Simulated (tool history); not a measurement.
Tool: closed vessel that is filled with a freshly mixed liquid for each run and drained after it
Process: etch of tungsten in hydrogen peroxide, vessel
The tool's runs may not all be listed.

run,hour,temperature setpoint of the liquid (°C),concentration of hydrogen peroxide in the mixed liquid (% by weight),time in the liquid (s),thickness taken off the tungsten on a monitor wafer (nm)
1,0.0,47.0,20.0,30,53.742
2,2.4,49.0,20.0,30,59.751
3,5.4,49.0,16.0,30,53.970
4,11.7,51.0,16.0,30,60.483
5,14.0,51.0,16.0,30,60.194
6,17.6,53.0,16.0,30,68.303
7,24.8,54.5,16.0,30,74.955

Run 8 comes next. What will it give?
8,30.0,55.5,16.0,30,?

Run 8 gave thickness taken off the tungsten on a monitor wafer (nm) 79.392.
